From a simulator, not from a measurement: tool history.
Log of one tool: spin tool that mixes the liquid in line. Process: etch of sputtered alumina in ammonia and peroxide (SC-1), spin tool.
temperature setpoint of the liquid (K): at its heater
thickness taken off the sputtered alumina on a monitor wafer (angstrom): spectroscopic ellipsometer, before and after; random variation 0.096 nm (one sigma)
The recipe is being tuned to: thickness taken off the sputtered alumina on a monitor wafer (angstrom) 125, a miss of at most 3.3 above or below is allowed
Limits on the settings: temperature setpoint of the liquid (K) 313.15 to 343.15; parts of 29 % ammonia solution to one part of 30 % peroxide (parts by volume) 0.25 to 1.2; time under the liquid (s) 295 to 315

| run | hour | temperature setpoint of the liquid (K) | parts of 29 % ammonia solution to one part of 30 % peroxide (parts by volume) | time under the liquid (s) | thickness taken off the sputtered alumina on a monitor wafer (angstrom) |
|---|---|---|---|---|---|
| 1 | 0 | 329.15 | 0.95 | 295 | 257.02 |
| 2 | 5 | 329.15 | 0.95 | 315 | 270.64 |
| 3 | 12.8 | 329.15 | 0.95 | 295 | 254.27 |
| 4 | 16.9 | 331.65 | 0.95 | 295 | 287.04 |
| 5 | 18.4 | 331.65 | 0.95 | 295 | 286.71 |
| 6 | 22.9 | 331.65 | 0.8 | 295 | 284.8 |
| 7 | 28.8 | 328.65 | 0.8 | 295 | 242.7 |
| 8 | 32.9 | 326.15 | 0.8 | 295 | 211.57 |
| 9 | 33.6 | 324.15 | 0.8 | 295 | 192.13 |
| 10 | 37.2 | 322.65 | 0.8 | 295 | 176.2 |
| 11 | 45 | 321.65 | 0.8 | 295 | 165.61 |
| 12 | 52.9 | 320.65 | 0.8 | 295 | 156.54 |
| 13 | 61.3 | 319.65 | 0.8 | 295 | 148.45 |

4 next moves are on the table. One of them brings every result within its allowed miss. Which?
| A | 69.7 | 317.65 | 0.95 | 295 | ? |
| B | 69.7 | 317.15 | 1.05 | 295 | ? |
| C | 69.7 | 316.65 | 0.8 | 295 | ? |
| D | 69.7 | 320.15 | 0.9 | 315 | ? |

| move | thickness taken off the sputtered alumina on a monitor wafer (angstrom) |
|---|---|
| A | 135.3 |
| B | 132.75 |
| C | 125.68 |
| D | 165.6 |
A: better than the last run, though not everything is in spec
B: better than the last run, though not everything is in spec
C: all results land within tolerance of their targets
D: misses by more than the last run did
The right move is C.

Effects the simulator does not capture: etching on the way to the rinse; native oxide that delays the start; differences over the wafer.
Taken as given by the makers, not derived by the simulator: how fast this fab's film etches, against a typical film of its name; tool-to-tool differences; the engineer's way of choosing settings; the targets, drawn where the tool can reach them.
